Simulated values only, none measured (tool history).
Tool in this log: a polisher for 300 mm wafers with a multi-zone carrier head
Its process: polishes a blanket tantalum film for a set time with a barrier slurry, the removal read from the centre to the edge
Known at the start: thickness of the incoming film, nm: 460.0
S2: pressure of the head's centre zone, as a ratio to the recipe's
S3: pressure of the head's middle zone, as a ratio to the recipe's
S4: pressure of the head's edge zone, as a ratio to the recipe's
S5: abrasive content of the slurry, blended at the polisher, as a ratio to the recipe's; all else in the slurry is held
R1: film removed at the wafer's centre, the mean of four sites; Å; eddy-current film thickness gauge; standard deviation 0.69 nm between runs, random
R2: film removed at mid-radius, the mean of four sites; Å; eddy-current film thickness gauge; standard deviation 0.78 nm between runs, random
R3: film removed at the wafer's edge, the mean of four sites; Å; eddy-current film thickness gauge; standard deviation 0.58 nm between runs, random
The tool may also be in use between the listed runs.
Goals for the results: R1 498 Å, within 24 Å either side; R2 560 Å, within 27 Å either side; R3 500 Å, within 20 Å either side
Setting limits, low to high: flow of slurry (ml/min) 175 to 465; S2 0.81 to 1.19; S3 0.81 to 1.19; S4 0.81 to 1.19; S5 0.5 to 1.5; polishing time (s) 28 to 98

run 1 hour=0 | flow_of_slurry_(ml/min)=295 S2=1 S3=1 S4=1 S5=1 polishing_time_(s)=63 | R1=811.33 R2=727.74 R3=744.89
run 2 hour=4.4 | flow_of_slurry_(ml/min)=295 S2=1 S3=1 S4=1 S5=0.8 polishing_time_(s)=63 | R1=811.86 R2=696.74 R3=711.16
run 3 hour=10.4 | flow_of_slurry_(ml/min)=290 S2=0.96 S3=1.02 S4=0.99 S5=0.75 polishing_time_(s)=59 | R1=716.04 R2=667.49 R3=645.84
run 4 hour=14.2 | flow_of_slurry_(ml/min)=285 S2=0.93 S3=1.02 S4=0.99 S5=0.7 polishing_time_(s)=57 | R1=640.78 R2=609.58 R3=617.52
-- hour=17.9 centre zone pressure recalibrated
run 5 hour=17.9 | flow_of_slurry_(ml/min)=285 S2=0.93 S3=1.02 S4=0.99 S5=0.7 polishing_time_(s)=42 | R1=448.78 R2=459.83 R3=459.98
run 6 hour=23.8 | flow_of_slurry_(ml/min)=215 S2=0.93 S3=1.02 S4=0.99 S5=0.7 polishing_time_(s)=42 | R1=437.1 R2=443.53 R3=452.96
run 7 hour=31.3 | flow_of_slurry_(ml/min)=230 S2=0.94 S3=1.05 S4=1 S5=0.75 polishing_time_(s)=42 | R1=448.23 R2=461.78 R3=455.88
run 8 hour=34.5 | flow_of_slurry_(ml/min)=250 S2=0.94 S3=1.07 S4=1.01 S5=0.8 polishing_time_(s)=42 | R1=453.98 R2=478.57 R3=461.46
run 9 hour=35.5 | flow_of_slurry_(ml/min)=265 S2=0.94 S3=1.08 S4=1.02 S5=0.85 polishing_time_(s)=42 | R1=463.82 R2=503.13 R3=477.2
run 10 hour=39.9 | flow_of_slurry_(ml/min)=265 S2=0.94 S3=1.08 S4=1.02 S5=0.85 polishing_time_(s)=42 | R1=479.99 R2=504.26 R3=472.72

Below are 4 possible settings for the next run. Only one of them brings all results inside the allowed miss of their targets. Which is it?
run A hour=44.3 | flow_of_slurry_(ml/min)=275 S2=1.06 S3=1.07 S4=1.03 S5=0.8 polishing_time_(s)=39 | R1=? R2=? R3=?
run B hour=44.3 | flow_of_slurry_(ml/min)=250 S2=1.01 S3=0.91 S4=1.02 S5=0.8 polishing_time_(s)=44 | R1=? R2=? R3=?
run C hour=44.3 | flow_of_slurry_(ml/min)=315 S2=0.93 S3=1.13 S4=1.01 S5=1 polishing_time_(s)=43 | R1=? R2=? R3=?
run D hour=44.3 | flow_of_slurry_(ml/min)=270 S2=1.19 S3=0.98 S4=1.03 S5=0.7 polishing_time_(s)=39 | R1=? R2=? R3=?

move=A R1=475.91 R2=449.84 R3=436.13
move=B R1=507.74 R2=446.8 R3=486.18
move=C R1=495.55 R2=544.75 R3=500.13
move=D R1=513.12 R2=411.6 R3=426.1
A: further off than the last run
B: further off than the last run
C: each result inside its tolerance
D: further off than the last run
The move that meets every target is C.

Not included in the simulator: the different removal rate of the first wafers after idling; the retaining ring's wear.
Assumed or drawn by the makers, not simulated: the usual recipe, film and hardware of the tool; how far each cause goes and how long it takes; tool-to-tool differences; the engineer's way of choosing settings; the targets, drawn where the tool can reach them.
